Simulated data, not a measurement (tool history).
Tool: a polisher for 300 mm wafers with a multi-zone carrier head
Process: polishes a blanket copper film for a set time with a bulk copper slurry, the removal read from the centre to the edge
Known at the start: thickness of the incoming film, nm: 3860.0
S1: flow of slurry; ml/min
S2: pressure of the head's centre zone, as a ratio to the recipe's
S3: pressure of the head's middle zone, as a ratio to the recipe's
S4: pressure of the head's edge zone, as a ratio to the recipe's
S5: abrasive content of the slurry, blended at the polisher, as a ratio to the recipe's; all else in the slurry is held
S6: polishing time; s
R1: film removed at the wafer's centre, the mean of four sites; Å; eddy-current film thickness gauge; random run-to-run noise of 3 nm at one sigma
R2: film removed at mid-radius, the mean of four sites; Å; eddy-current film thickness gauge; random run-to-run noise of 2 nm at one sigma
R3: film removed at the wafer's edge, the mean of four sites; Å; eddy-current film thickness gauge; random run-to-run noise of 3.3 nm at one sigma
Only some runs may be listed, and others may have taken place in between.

run,hour,S1,S2,S3,S4,S5,S6,R1,R2,R3
1,0,160,1,1,1,1,42,4749,4645.9,4940.2
2,8.4,160,1,1,1,0.85,42,4624.3,4463.9,4688.8
3,13.6,160,1,1,0.95,0.85,42,4593.4,4474.2,4577.6
4,21.2,195,1,1,0.95,0.85,42,4688.4,4552,4704.5
5,21.9,195,1,1,1.03,0.85,42,4651.7,4640,4934.6
6,24,185,0.96,0.97,0.99,0.75,37,3845,3857.2,3960.2
7,27.8,175,0.93,0.92,1.01,0.7,34,3296.8,3335.6,3713.2
8,30.4,170,0.91,0.9,0.96,0.65,32,2972.6,3003.2,3327.4

Run 9 is up next; what results do you expect?
9,32.3,165,0.9,0.89,0.92,0.6,31,?,?,?

Run 9 came out at R1 2820.7 Å, R2 2823 Å, R3 3185.8 Å.
